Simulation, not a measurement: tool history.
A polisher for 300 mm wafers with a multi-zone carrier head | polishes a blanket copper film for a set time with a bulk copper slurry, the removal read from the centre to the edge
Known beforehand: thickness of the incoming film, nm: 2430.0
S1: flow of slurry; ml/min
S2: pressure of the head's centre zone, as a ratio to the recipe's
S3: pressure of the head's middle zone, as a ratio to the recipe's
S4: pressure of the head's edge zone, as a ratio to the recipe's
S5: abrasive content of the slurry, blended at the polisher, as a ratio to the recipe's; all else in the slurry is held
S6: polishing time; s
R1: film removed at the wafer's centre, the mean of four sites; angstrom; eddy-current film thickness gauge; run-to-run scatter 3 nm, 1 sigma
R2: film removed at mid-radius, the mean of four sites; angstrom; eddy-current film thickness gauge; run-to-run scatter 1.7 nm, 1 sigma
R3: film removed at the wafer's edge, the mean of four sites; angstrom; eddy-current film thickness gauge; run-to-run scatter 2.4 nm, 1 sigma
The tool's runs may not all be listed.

run  hour   S1    S2    S3    S4    S5  S6      R1      R2      R3
  1   0.0  135  1.00  1.00  1.00  1.00  42  4379.7  4486.4  4457.5
  2   0.9  135  1.00  1.00  1.00  1.20  42  4706.3  4605.9  4712.1
  3   3.9  130  0.99  0.99  0.98  1.10  40  4160.7  4250.3  4239.1
  4   6.4  130  0.99  0.99  0.98  1.10  36  3815.1  3878.9  3849.7
  5  11.3  125  0.98  0.97  0.96  1.00  35  3545.7  3589.2  3655.1
  6  13.1  125  0.98  0.97  0.96  0.90  35  3515.1  3557.6  3552.6
  7  14.0  120  0.96  0.97  0.95  0.85  34  3248.4  3348.9  3383.2

Estimate the outcome of run 8 from the log above:
  8  17.5  120  0.95  0.97  0.94  0.80  33   ?   ?   ?

For run 8 the tool returned R1 3092.4 angstrom, R2 3225.4 angstrom, R3 3168.8 angstrom.
